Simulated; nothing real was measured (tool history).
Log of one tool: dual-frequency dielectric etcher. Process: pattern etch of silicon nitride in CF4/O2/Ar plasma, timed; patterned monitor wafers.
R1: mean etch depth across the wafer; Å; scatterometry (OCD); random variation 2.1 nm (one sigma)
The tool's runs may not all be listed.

Run 1, hour 0.0: source power (W) 410, bias power (W) 67, Ar flow (sccm) 85, CF4 flow (sccm) 76, etch time (s) 135.5. Result: R1 2486.1 Å.
Run 2, hour 1.4: source power (W) 370, bias power (W) 67, Ar flow (sccm) 85, CF4 flow (sccm) 76, etch time (s) 135.5. Result: R1 2326.5 Å.
Run 3, hour 3.3: source power (W) 370, bias power (W) 67, Ar flow (sccm) 85, CF4 flow (sccm) 62, etch time (s) 135.5. Result: R1 2334.7 Å.
Run 4, hour 4.4: source power (W) 370, bias power (W) 67, Ar flow (sccm) 100, CF4 flow (sccm) 62, etch time (s) 135.5. Result: R1 2284.8 Å.
Run 5, hour 6.5: source power (W) 370, bias power (W) 67, Ar flow (sccm) 100, CF4 flow (sccm) 49, etch time (s) 135.5. Result: R1 2210.4 Å.
Run 6, hour 12.7: source power (W) 390, bias power (W) 68, Ar flow (sccm) 100, CF4 flow (sccm) 49, etch time (s) 135.5. Result: R1 2328.4 Å.
Run 7, hour 16.5: source power (W) 410, bias power (W) 68, Ar flow (sccm) 100, CF4 flow (sccm) 49, etch time (s) 135.5. Result: R1 2403.8 Å.
Run 8, hour 23.4: source power (W) 420, bias power (W) 68, Ar flow (sccm) 100, CF4 flow (sccm) 49, etch time (s) 135.5. Result: R1 2406.8 Å.
Run 9, hour 29.9: source power (W) 430, bias power (W) 69, Ar flow (sccm) 100, CF4 flow (sccm) 49, etch time (s) 135.5. Result: R1 2511.0 Å.
Run 10, hour 31.8: source power (W) 440, bias power (W) 69, Ar flow (sccm) 100, CF4 flow (sccm) 49, etch time (s) 135.5. Result: R1 2552.3 Å.
Run 11, hour 39.2: source power (W) 450, bias power (W) 69, Ar flow (sccm) 100, CF4 flow (sccm) 49, etch time (s) 135.5. Result: R1 2621.5 Å.
Run 12, hour 44.1: source power (W) 460, bias power (W) 69, Ar flow (sccm) 100, CF4 flow (sccm) 49, etch time (s) 135.5. Result: R1 2628.1 Å.
Run 13, hour 46.8: source power (W) 470, bias power (W) 69, Ar flow (sccm) 100, CF4 flow (sccm) 49, etch time (s) 135.5. Result: R1 2636.3 Å.
Run 14, hour 48.9: source power (W) 480, bias power (W) 69, Ar flow (sccm) 100, CF4 flow (sccm) 49, etch time (s) 135.5. Result: R1 2710.5 Å.
Run 15, hour 50.8: source power (W) 490, bias power (W) 69, Ar flow (sccm) 100, CF4 flow (sccm) 49, etch time (s) 135.5. Result: R1 2715.5 Å.
Run 16, hour 52.4: source power (W) 500, bias power (W) 69, Ar flow (sccm) 100, CF4 flow (sccm) 49, etch time (s) 135.5. Result: R1 2770.4 Å.

Run 17 comes next. What will it give?
Run 17, hour 60.1: source power (W) 510, bias power (W) 69, Ar flow (sccm) 100, CF4 flow (sccm) 49, etch time (s) 135.5. Result: R1 ?.

R1: 2806.0 Å
